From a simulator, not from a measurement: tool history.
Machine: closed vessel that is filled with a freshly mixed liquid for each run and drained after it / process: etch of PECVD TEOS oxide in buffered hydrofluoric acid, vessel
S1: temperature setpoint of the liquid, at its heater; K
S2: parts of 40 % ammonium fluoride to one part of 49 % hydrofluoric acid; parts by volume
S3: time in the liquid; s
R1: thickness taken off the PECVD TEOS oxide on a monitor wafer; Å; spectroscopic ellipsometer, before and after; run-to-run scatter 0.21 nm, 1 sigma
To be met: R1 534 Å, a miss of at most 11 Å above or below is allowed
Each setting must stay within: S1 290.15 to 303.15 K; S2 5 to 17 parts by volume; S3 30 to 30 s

{"run": 1, "hour": 0.0, "S1": 295.15, "S2": 10.5, "S3": 30, "R1": 702.91}
{"run": 2, "hour": 5.0, "S1": 295.15, "S2": 10.5, "S3": 30, "R1": 705.62}
{"run": 3, "hour": 10.6, "S1": 294.15, "S2": 10.5, "S3": 30, "R1": 666.64}
{"run": 4, "hour": 14.5, "S1": 294.15, "S2": 10.5, "S3": 30, "R1": 662.56}
{"run": 5, "hour": 23.5, "S1": 294.15, "S2": 10.5, "S3": 30, "R1": 663.04}
{"run": 6, "hour": 27.4, "S1": 294.15, "S2": 9, "S3": 30, "R1": 742.67}
{"run": 7, "hour": 32.7, "S1": 294.15, "S2": 9, "S3": 30, "R1": 742.45}
{"run": 8, "hour": 40.3, "S1": 293.15, "S2": 9.5, "S3": 30, "R1": 684.12}
{"run": 9, "hour": 47.7, "S1": 292.65, "S2": 10, "S3": 30, "R1": 639.44}
{"run": 10, "hour": 54.1, "S1": 292.15, "S2": 10, "S3": 30, "R1": 624.64}
{"run": 11, "hour": 62.7, "S1": 291.65, "S2": 10, "S3": 30, "R1": 599.78}
{"run": 12, "hour": 67.2, "S1": 291.15, "S2": 10, "S3": 30, "R1": 587.17}

Exercise: of the 5 proposed moves below, exactly one satisfies all targets within the stated allowed misses. Which move is it?
{"run": "A", "hour": 71.7, "S1": 290.15, "S2": 10.5, "S3": 30, "R1": "?"}
{"run": "B", "hour": 71.7, "S1": 292.65, "S2": 9.5, "S3": 30, "R1": "?"}
{"run": "C", "hour": 71.7, "S1": 291.65, "S2": 10, "S3": 30, "R1": "?"}
{"run": "D", "hour": 71.7, "S1": 290.15, "S2": 11, "S3": 30, "R1": "?"}
{"run": "E", "hour": 71.7, "S1": 292.15, "S2": 10.5, "S3": 30, "R1": "?"}

move=A R1=528.19
move=B R1=659.15
move=C R1=603.19
move=D R1=504.75
move=E R1=591.67
A: in spec on every target
B: moves away from the targets compared with the last run
C: moves away from the targets compared with the last run
D: takes the result that was furthest off past its target
E: moves away from the targets compared with the last run
The right move is A.
